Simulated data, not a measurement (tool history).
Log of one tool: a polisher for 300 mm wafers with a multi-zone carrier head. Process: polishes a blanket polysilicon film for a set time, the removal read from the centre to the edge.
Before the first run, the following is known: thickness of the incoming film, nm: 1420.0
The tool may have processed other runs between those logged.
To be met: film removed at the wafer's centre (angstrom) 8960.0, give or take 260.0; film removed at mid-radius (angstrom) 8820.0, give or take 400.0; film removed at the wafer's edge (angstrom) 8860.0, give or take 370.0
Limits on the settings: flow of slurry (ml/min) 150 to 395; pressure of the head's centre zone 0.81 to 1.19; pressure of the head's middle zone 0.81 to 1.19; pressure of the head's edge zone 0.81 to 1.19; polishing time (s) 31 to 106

run  hour  flow of slurry (ml/min)  pressure of the head's centre zone  pressure of the head's middle zone  pressure of the head's edge zone  polishing time (s)  film removed at the wafer's centre (angstrom)  film removed at mid-radius (angstrom)  film removed at the wafer's edge (angstrom)
  1   0.0                      250                                1.00                                1.00                              1.00                  68                                         5803.3                                 5956.6                                       6064.8
  2   5.1                      250                                1.00                                1.00                              0.97                  68                                         5845.1                                 5923.3                                       5802.2
  3  12.9                      305                                1.00                                1.00                              0.97                  68                                         5945.7                                 6039.3                                       5977.5
  4  20.1                      305                                1.00                                1.00                              0.97                  61                                         5222.5                                 5293.9                                       5401.2
  5  28.8                      310                                1.03                                1.02                              1.02                  67                                         5929.8                                 6016.8                                       6110.1
  6  36.1                      310                                1.03                                1.02                              1.10                  67                                         5917.1                                 6113.1                                       6350.2
  7  37.1                      310                                1.06                                1.03                              1.12                  72                                         6490.1                                 6449.1                                       6808.6
  8  43.5                      315                                1.08                                1.05                              1.13                  77                                         7117.1                                 7134.5                                       7332.4
  9  44.8                      315                                1.08                                1.05                              1.13                  77                                         6964.9                                 6947.0                                       7488.1
 10  50.0                      320                                1.10                                1.08                              1.10                  81                                         7425.5                                 7525.7                                       7653.6
 11  55.2                      320                                1.12                                1.09                              1.10                  84                                         7863.4                                 8004.4                                       7833.2
 12  60.2                      325                                1.13                                1.09                              1.11                  86                                         8087.5                                 8274.2                                       8153.1
 13  64.9                      325                                1.14                                1.09                              1.12                  87                                         8368.0                                 8396.2                                       8445.6
 14  66.9                      325                                1.15                                1.09                              1.12                  88                                         8301.4                                 8479.2                                       8354.9
 15  69.4                      330                                1.16                                1.08                              1.12                  89                                         8577.1                                 8276.0                                       8364.0

5 next moves are on the table. One of them brings every result within its allowed miss. Which?
  A  71.9                      360                                1.15                                0.81                              1.19                 101                                              ?                                      ?                                            ?
  B  71.9                      295                                1.17                                1.13                              1.15                  93                                              ?                                      ?                                            ?
  C  71.9                      355                                1.19                                1.03                              1.12                  85                                              ?                                      ?                                            ?
  D  71.9                      310                                0.99                                0.94                              1.19                  97                                              ?                                      ?                                            ?
  E  71.9                      345                                1.17                                0.89                              1.18                  98                                              ?                                      ?                                            ?

move  film removed at the wafer's centre (angstrom)  film removed at mid-radius (angstrom)  film removed at the wafer's edge (angstrom)
   A                                         9744.5                                 8147.3                                      10021.0
   B                                         8904.5                                 9112.1                                       8906.8
   C                                         8383.0                                 7966.2                                       8146.9
   D                                         8402.6                                 8467.7                                       9511.6
   E                                         9526.5                                 8343.6                                       9645.2
A: takes the biggest miss from the last run beyond its target
B: all results land within tolerance of their targets
C: further off than the last run
D: further off than the last run
E: takes the biggest miss from the last run beyond its target
The right move is B.
